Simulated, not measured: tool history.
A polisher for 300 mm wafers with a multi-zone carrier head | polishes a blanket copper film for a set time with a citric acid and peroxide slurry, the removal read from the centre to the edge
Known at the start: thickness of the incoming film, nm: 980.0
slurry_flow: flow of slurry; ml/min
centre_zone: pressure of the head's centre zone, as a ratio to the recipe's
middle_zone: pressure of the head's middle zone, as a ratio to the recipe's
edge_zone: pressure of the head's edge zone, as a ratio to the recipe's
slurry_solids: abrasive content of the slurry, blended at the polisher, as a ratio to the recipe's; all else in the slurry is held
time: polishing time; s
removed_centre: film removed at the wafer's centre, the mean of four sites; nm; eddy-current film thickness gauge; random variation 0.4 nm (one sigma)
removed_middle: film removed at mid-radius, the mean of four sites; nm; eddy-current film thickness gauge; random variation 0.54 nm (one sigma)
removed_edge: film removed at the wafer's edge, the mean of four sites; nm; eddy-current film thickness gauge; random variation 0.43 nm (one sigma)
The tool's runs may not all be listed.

run  hour  slurry_flow  centre_zone  middle_zone  edge_zone  slurry_solids  time  removed_centre  removed_middle  removed_edge
  1   0.0          315         1.00         1.00       1.00           1.00    59         108.520         106.450       105.820
  2   1.7          315         1.00         1.00       0.92           1.00    59         110.160         108.940       103.630
  3   2.5          315         1.05         1.00       0.92           1.00    59         112.850         106.890       103.940
  4  10.7          315         1.05         0.96       0.92           1.00    59         113.340         102.500       104.010
  5  13.5          315         0.98         0.96       0.92           1.00    59         108.100         102.040       103.110
  6  20.9          295         0.93         0.94       0.95           0.85    53          87.556          85.964        89.318
  7  21.8          280         0.90         0.91       0.94           0.75    50          76.416          77.294        81.749
  8  28.5          270         0.89         0.88       0.92           0.65    48          70.937          69.550        74.609
  9  32.7          255         0.87         0.86       0.91           0.60    47          65.181          64.166        70.831
 10  37.1          255         0.87         0.86       0.91           0.60    47          65.286          64.748        72.031
 11  43.5          250         0.86         0.85       0.89           0.55    47          62.087          61.851        69.144
 12  51.8          245         0.86         0.84       0.87           0.55    47          63.051          61.586        69.480

The next listed run, before its measurement:
     58.0  -- edge zone pressure recalibrated
 13  58.0          245         0.85         0.84       0.86           0.55    46               ?               ?             ?

Run 13 gave removed_centre 59.685 nm, removed_middle 60.678 nm, removed_edge 68.046 nm.
